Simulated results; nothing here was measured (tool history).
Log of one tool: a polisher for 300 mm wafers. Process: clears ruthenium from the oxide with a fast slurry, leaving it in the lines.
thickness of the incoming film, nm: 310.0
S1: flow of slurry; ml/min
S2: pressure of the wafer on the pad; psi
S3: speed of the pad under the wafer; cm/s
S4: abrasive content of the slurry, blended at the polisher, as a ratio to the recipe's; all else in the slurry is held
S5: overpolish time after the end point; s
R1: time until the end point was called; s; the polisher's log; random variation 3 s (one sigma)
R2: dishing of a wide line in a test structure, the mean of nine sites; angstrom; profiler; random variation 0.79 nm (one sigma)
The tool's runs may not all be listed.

Run 1, day 0: S1 230 ml/min, S2 2.4 psi, S3 110 cm/s, S4 1, S5 19 s. Result: R1 75.112 s, R2 533.84 angstrom.
Run 2, day 0.308: S1 230 ml/min, S2 2.3 psi, S3 108 cm/s, S4 1, S5 19 s. Result: R1 76.963 s, R2 501.01 angstrom.
Run 3, day 0.329: S1 230 ml/min, S2 2 psi, S3 108 cm/s, S4 1, S5 19 s. Result: R1 89.925 s, R2 450.71 angstrom.
Run 4, day 0.433: S1 230 ml/min, S2 1.9 psi, S3 106 cm/s, S4 1, S5 20 s. Result: R1 94.28 s, R2 433.67 angstrom.
Run 5, day 0.492: S1 230 ml/min, S2 1.8 psi, S3 104 cm/s, S4 1, S5 21 s. Result: R1 103.01 s, R2 443.14 angstrom.
Run 6, day 0.629: S1 230 ml/min, S2 1.8 psi, S3 104 cm/s, S4 1.1, S5 21 s. Result: R1 98.153 s, R2 450 angstrom.

Run 7 comes next. What will it give?
Run 7, day 0.862: S1 230 ml/min, S2 1.7 psi, S3 102 cm/s, S4 1.1, S5 21 s. Result: R1 ?, R2 ?.

R1: 104.5 s
R2: 417.31 angstrom
